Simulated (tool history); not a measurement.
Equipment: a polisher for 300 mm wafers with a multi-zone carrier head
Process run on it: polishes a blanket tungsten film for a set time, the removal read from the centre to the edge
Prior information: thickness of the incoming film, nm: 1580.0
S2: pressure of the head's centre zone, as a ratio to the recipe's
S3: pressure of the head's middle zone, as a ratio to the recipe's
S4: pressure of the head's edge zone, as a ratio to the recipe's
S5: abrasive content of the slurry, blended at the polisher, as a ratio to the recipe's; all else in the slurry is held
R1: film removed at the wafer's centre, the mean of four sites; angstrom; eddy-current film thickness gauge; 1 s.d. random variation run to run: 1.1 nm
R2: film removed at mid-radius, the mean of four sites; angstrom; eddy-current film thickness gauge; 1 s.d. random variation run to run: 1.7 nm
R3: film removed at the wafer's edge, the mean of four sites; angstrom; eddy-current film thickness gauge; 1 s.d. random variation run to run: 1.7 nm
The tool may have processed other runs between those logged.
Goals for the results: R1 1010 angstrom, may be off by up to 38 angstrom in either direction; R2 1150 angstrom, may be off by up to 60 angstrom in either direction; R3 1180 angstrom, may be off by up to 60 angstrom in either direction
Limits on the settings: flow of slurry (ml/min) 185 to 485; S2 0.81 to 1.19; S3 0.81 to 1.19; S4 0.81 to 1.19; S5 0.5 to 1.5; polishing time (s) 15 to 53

{"run": 1, "day": 0.0, "flow of slurry (ml/min)": 310, "S2": 1, "S3": 1, "S4": 1, "S5": 1, "polishing time (s)": 34, "R1": 1759.8, "R2": 1802.7, "R3": 1785.2}
{"run": 2, "day": 0.3, "flow of slurry (ml/min)": 310, "S2": 0.98, "S3": 0.99, "S4": 0.99, "S5": 0.9, "polishing time (s)": 33, "R1": 1658.9, "R2": 1723.8, "R3": 1718}
{"run": 3, "day": 0.671, "flow of slurry (ml/min)": 310, "S2": 0.98, "S3": 0.99, "S4": 1.03, "S5": 0.9, "polishing time (s)": 33, "R1": 1641.5, "R2": 1710.7, "R3": 1666}
{"run": 4, "day": 0.921, "flow of slurry (ml/min)": 305, "S2": 0.96, "S3": 0.97, "S4": 1.03, "S5": 0.85, "polishing time (s)": 32, "R1": 1550.9, "R2": 1566.8, "R3": 1626.2}
{"run": 5, "day": 1.212, "flow of slurry (ml/min)": 305, "S2": 1.02, "S3": 0.97, "S4": 1.03, "S5": 0.85, "polishing time (s)": 32, "R1": 1664.7, "R2": 1585.4, "R3": 1613.8}
{"run": 6, "day": 1.342, "flow of slurry (ml/min)": 305, "S2": 1, "S3": 0.97, "S4": 1.03, "S5": 0.8, "polishing time (s)": 31, "R1": 1507.6, "R2": 1505.4, "R3": 1540.9}
{"run": 7, "day": 1.404, "flow of slurry (ml/min)": 305, "S2": 0.99, "S3": 0.97, "S4": 1.03, "S5": 0.75, "polishing time (s)": 30, "R1": 1417.7, "R2": 1448.3, "R3": 1465.6}
{"run": 8, "day": 1.488, "flow of slurry (ml/min)": 295, "S2": 0.89, "S3": 0.88, "S4": 0.97, "S5": 0.5, "polishing time (s)": 26, "R1": 1049.2, "R2": 1067, "R3": 1143.9}

Consider the 4 candidate settings below. Which is the only one whose results all fall within their allowed miss of target?
{"run": "A", "day": 1.571, "flow of slurry (ml/min)": 280, "S2": 0.92, "S3": 0.86, "S4": 0.98, "S5": 0.5, "polishing time (s)": 24, "R1": "?", "R2": "?", "R3": "?"}
{"run": "B", "day": 1.571, "flow of slurry (ml/min)": 250, "S2": 0.85, "S3": 0.81, "S4": 1.04, "S5": 0.5, "polishing time (s)": 28, "R1": "?", "R2": "?", "R3": "?"}
{"run": "C", "day": 1.571, "flow of slurry (ml/min)": 280, "S2": 0.85, "S3": 0.96, "S4": 1.01, "S5": 0.5, "polishing time (s)": 27, "R1": "?", "R2": "?", "R3": "?"}
{"run": "D", "day": 1.571, "flow of slurry (ml/min)": 255, "S2": 1, "S3": 0.86, "S4": 0.92, "S5": 0.5, "polishing time (s)": 25, "R1": "?", "R2": "?", "R3": "?"}

move=A R1=956.28 R2=950.7 R3=1042.5
move=B R1=1020.5 R2=1041.7 R3=1239.5
move=C R1=1000.5 R2=1172.3 R3=1188.4
move=D R1=1063.1 R2=978.83 R3=1045.1
A: further off than the last run
B: further off than the last run
C: all results in spec
D: further off than the last run
So the answer is move C, the one that meets all the targets.

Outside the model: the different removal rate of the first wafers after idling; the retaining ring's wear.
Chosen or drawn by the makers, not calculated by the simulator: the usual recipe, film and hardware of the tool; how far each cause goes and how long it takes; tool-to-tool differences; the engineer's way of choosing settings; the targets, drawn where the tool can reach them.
